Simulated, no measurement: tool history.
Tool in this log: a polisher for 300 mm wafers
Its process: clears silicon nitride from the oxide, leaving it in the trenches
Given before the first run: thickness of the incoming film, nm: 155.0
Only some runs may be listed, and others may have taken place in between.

| run | day | flow of slurry (ml/min) | pressure of the wafer on the pad (kPa) | speed of the pad under the wafer (m/s) | overpolish time after the end point (s) | time until the end point was called (s) |
|---|---|---|---|---|---|---|
| 1 | 0.000 | 290 | 22.8 | 1.26 | 5 | 104.50 |
| 2 | 0.229 | 290 | 22.1 | 1.26 | 5 | 107.97 |
| 3 | 0.588 | 330 | 22.1 | 1.26 | 5 | 104.52 |
| 4 | 0.879 | 395 | 22.1 | 1.26 | 5 | 104.16 |
| 5 | 1.162 | 395 | 20.7 | 1.26 | 5 | 112.41 |
| 6 | 1.492 | 395 | 20.0 | 1.26 | 5 | 115.17 |
| 7 | 1.750 | 395 | 19.3 | 1.26 | 5 | 119.27 |
| 8 | 1.983 | 395 | 18.6 | 1.26 | 5 | 122.51 |

Run 9 comes next. What will it give?
| 9 | 2.292 | 395 | 17.9 | 1.26 | 5 | ? |

Run 9 measured time until the end point was called (s) 127.57.

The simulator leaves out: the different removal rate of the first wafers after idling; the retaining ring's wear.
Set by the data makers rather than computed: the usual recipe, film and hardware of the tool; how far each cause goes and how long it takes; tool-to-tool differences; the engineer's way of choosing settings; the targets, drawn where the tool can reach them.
